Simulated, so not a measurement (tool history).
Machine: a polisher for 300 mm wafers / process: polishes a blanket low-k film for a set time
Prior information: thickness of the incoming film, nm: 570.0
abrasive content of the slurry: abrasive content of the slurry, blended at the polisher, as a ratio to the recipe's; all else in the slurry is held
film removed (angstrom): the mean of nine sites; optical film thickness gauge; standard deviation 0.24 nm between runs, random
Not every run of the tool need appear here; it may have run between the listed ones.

run  hour  flow of slurry (ml/min)  pressure of the wafer on the pad (kPa)  speed of the pad under the wafer (m/s)  abrasive content of the slurry  polishing time (s)  film removed (angstrom)
  1     0                      300                                    13.1                                    1.14                               1                 124                   565.72
  2     1                      300                                    13.1                                    1.14                               1                 124                   560.19
  3     9                      235                                    13.1                                    1.14                               1                 124                   554.71
  4  15.6                      200                                    13.1                                    1.14                               1                 124                   543.36
  5  20.2                      200                                      11                                    1.06                               1                 124                   449.34
  6    21                      200                                     9.7                                    1.06                               1                 124                   387.49
  7  25.3                      200                                       9                                    1.02                               1                 124                   358.35
  8    27                      200                                     8.3                                    0.98                               1                 124                   326.93
  9  31.1                      200                                     7.6                                    0.96                               1                 124                   295.06
 10  34.9                      200                                     6.9                                    0.96                               1                 124                   273.25

Estimate the outcome of run 11 from the log above:
 11  43.7                      200                                     6.2                                    0.96                               1                 124                        ?

film removed (angstrom): 253.05

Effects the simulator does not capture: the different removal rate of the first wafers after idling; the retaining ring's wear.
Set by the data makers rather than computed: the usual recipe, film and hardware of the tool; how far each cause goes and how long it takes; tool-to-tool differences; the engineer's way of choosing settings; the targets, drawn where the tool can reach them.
